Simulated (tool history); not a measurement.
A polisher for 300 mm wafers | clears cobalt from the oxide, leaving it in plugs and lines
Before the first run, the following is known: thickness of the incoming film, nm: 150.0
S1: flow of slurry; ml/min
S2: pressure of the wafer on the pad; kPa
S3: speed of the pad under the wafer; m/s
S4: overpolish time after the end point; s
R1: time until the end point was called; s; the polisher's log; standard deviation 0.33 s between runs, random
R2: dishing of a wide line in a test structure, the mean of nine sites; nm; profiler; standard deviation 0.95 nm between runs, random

run  hour   S1    S2    S3  S4      R1      R2
  1     0  175  12.4  0.84  21  34.231  55.659
  2   5.6  175  13.8  0.84  21  32.081   57.65
  3   8.5  175  13.8  0.84  14  33.487  46.694
  4  14.6  175  13.8  0.64  14  42.108  38.668
  5  18.3  175  14.5  0.72  15  35.205  44.389
  6  23.3  175  13.1  0.72  15  39.506  42.288
  7  25.2  175  13.8  0.78  16  36.198  48.503
  8  30.2  180  15.2  0.84  15  30.557  50.918
  9    34  180  15.9  0.88  15  27.692  52.661

Run 10, settings as shown, results not yet in. Your forecast:
 10  37.5  180  15.9  0.92  16   ?   ?

R1: 26.317 s
R2: 56.259 nm
